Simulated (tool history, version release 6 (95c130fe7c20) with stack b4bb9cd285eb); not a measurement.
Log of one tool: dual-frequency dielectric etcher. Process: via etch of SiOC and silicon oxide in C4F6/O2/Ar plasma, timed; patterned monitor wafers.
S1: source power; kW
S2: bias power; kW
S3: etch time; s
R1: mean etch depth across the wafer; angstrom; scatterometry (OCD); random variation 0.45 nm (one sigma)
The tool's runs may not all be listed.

{"run": 1, "hour": 0.0, "S1": 0.27, "S2": 0.123, "S3": 93.0, "R1": 856.6}
{"run": 2, "hour": 2.9, "S1": 0.27, "S2": 0.123, "S3": 97.0, "R1": 886.48}
{"run": 3, "hour": 11.2, "S1": 0.24, "S2": 0.115, "S3": 96.5, "R1": 808.32}
{"run": 4, "hour": 16.0, "S1": 0.24, "S2": 0.125, "S3": 96.5, "R1": 838.74}
{"run": 5, "hour": 19.4, "S1": 0.21, "S2": 0.125, "S3": 96.5, "R1": 785.51}
{"run": 6, "hour": 20.5, "S1": 0.21, "S2": 0.125, "S3": 97.0, "R1": 791.37}

Forecast run 7:
{"run": 7, "hour": 27.2, "S1": 0.2, "S2": 0.124, "S3": 97.0, "R1": "?"}

R1: 772.58 angstrom
